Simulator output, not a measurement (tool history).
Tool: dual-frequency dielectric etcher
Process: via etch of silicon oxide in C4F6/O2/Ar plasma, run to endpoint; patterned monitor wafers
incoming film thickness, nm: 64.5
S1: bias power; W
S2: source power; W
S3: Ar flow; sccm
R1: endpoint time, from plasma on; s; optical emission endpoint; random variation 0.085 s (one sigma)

| run | hour | S1 | S2 | S3 | R1 |
|---|---|---|---|---|---|
| 1 | 0 | 455 | 270 | 231 | 17.122 |
| 2 | 8.9 | 455 | 270 | 207 | 16.929 |
| 3 | 15.5 | 455 | 270 | 227 | 17.079 |
| 4 | 16.6 | 432 | 260 | 228 | 17.629 |
| 5 | 22.8 | 495 | 260 | 228 | 16.933 |
| 6 | 28.2 | 495 | 260 | 263 | 17.263 |
| 7 | 30.9 | 468 | 250 | 264 | 17.705 |
| 8 | 35.2 | 445 | 240 | 265 | 18.298 |
| 9 | 38.6 | 425 | 240 | 265 | 18.542 |

The next listed run, before its measurement:
| 10 | 46.5 | 334 | 230 | 266 | ? |

Run 10 gave R1 19.972 s.
